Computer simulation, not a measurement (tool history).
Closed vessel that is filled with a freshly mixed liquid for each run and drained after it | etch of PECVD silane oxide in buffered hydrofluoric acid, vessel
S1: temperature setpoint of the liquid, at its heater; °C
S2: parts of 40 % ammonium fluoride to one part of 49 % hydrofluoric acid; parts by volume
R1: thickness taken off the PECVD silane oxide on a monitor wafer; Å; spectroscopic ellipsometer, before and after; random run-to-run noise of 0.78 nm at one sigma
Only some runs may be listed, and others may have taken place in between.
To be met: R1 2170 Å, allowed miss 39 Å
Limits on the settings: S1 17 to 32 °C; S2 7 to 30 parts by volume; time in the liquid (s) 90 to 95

Run 1, day 0: S1 24 °C, S2 19 parts by volume, time in the liquid (s) 90. Result: R1 1627.6 Å.
Run 2, day 0.075: S1 25.5 °C, S2 19 parts by volume, time in the liquid (s) 90. Result: R1 1776.5 Å.
Run 3, day 0.229: S1 26.5 °C, S2 19 parts by volume, time in the liquid (s) 90. Result: R1 1873.5 Å.
Run 4, day 0.45: S1 26.5 °C, S2 19 parts by volume, time in the liquid (s) 90. Result: R1 1872.1 Å.
Run 5, day 0.683: S1 27 °C, S2 19 parts by volume, time in the liquid (s) 90. Result: R1 1907.6 Å.
Run 6, day 0.908: S1 27.5 °C, S2 19 parts by volume, time in the liquid (s) 90. Result: R1 1969.8 Å.
Run 7, day 1.158: S1 28 °C, S2 19 parts by volume, time in the liquid (s) 90. Result: R1 2022.3 Å.
Run 8, day 1.304: S1 28.5 °C, S2 19 parts by volume, time in the liquid (s) 90. Result: R1 2081.1 Å.

Of the 4 settings listed for the next run, only one would bring every result within its allowed miss of target. Which one?
Run A, day 1.45: S1 22 °C, S2 13.5 parts by volume, time in the liquid (s) 90. Result: R1 ?.
Run B, day 1.45: S1 27.5 °C, S2 18 parts by volume, time in the liquid (s) 95. Result: R1 ?.
Run C, day 1.45: S1 28.5 °C, S2 20 parts by volume, time in the liquid (s) 90. Result: R1 ?.
Run D, day 1.45: S1 29 °C, S2 21.5 parts by volume, time in the liquid (s) 90. Result: R1 ?.

move      R1
   A  1996.8
   B  2148.9
   C  1998.1
   D  1952.9
A: misses by more than the last run did
B: meets every target
C: misses by more than the last run did
D: misses by more than the last run did
The right move is B.
